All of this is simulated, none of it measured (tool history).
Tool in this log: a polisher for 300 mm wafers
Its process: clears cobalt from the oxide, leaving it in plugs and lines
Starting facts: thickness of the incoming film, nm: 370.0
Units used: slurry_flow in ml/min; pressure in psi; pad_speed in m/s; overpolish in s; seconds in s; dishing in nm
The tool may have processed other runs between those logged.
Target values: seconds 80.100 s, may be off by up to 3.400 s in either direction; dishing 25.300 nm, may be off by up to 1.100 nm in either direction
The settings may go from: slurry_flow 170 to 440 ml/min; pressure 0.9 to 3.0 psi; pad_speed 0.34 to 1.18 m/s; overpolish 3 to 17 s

run,hour,slurry_flow,pressure,pad_speed,overpolish,seconds,dishing
1,0.0,280,1.9,0.76,9,103.220,25.778
2,8.4,280,1.9,0.64,9,118.210,22.341
3,11.7,280,2.1,0.64,8,107.580,21.403
4,13.7,280,2.1,0.56,8,121.780,19.494
5,21.2,280,1.7,0.56,8,151.130,16.126
6,22.0,280,2.1,0.56,8,124.310,19.434
7,28.9,280,2.4,0.56,8,110.390,21.790
8,37.0,280,2.6,0.58,8,99.216,23.838
# hour 39.3: head pressure recalibrated
9,39.3,280,2.6,0.58,8,90.253,25.481
10,41.9,280,2.7,0.58,8,87.449,26.173

Next run, 4 choices. One meets every target within its allowed miss, the rest don't. Which?
A,44.5,235,2.7,0.64,7,?,?
B,44.5,260,2.6,0.60,9,?,?
C,44.5,285,2.8,0.58,8,?,?
D,44.5,280,2.7,0.56,8,?,?

move,seconds,dishing
A,81.245,25.033
B,88.488,28.792
C,84.392,27.147
D,90.504,25.595
A: in spec on every target
B: lands further from the targets than the last run did
C: closes in on the targets versus the last run, not all within tolerance yet
D: lands further from the targets than the last run did
Correct choice: A, which meets every target
